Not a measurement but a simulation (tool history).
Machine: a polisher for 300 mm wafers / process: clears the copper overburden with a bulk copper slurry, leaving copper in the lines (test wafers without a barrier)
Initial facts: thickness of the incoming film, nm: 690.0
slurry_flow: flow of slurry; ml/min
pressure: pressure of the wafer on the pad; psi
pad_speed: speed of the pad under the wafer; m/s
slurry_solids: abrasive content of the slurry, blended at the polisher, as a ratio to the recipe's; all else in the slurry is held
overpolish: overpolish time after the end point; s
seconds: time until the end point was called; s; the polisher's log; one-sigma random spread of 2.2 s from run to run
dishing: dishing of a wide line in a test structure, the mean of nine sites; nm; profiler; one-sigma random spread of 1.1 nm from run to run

run,hour,slurry_flow,pressure,pad_speed,slurry_solids,overpolish,seconds,dishing
1,0,300,2,1.2,1,20,84.669,89.427
2,3.8,300,2,1.2,1.15,20,81.881,93.031
3,11.4,230,2,1.2,1.15,20,81.579,93.658
4,15.9,230,2,1.2,1.3,20,81.681,94.987
5,17.7,230,1.8,1.2,1.3,20,86.274,83.86
# hour 23.7: slurry blender recalibrated
6,23.7,230,1.6,1.18,1.3,19,91.6,76.729
7,32.7,230,1.4,1.14,1.3,17,111.41,64.147

Estimate the outcome of run 8 from the log above:
8,41.1,230,1.4,1.14,1.3,17,?,?

Run 8 yielded seconds 113.61 s, dishing 67.386 nm.
